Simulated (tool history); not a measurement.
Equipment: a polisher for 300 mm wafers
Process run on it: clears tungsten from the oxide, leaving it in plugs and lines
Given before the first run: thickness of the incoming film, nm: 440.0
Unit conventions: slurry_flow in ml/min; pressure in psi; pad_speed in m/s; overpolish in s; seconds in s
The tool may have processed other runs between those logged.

run,hour,slurry_flow,pressure,pad_speed,slurry_solids,overpolish,seconds
1,0,300,2.4,1.38,1,38,112.88
2,6.8,300,2.8,1.44,1,38,94.681
3,8,300,2.8,1.44,1,38,92.326
4,13.7,300,3,1.44,1,38,85.751
5,19.4,300,3.2,1.48,1,38,80.9
6,21.8,300,3.6,1.48,1,38,71.863
7,25.7,300,3.6,1.56,1,38,67.18
8,33.1,300,3.6,1.6,1,38,66.286

For run 9, what comes out?
9,34.6,300,3.6,1.64,1,38,?

seconds: 65.071 s

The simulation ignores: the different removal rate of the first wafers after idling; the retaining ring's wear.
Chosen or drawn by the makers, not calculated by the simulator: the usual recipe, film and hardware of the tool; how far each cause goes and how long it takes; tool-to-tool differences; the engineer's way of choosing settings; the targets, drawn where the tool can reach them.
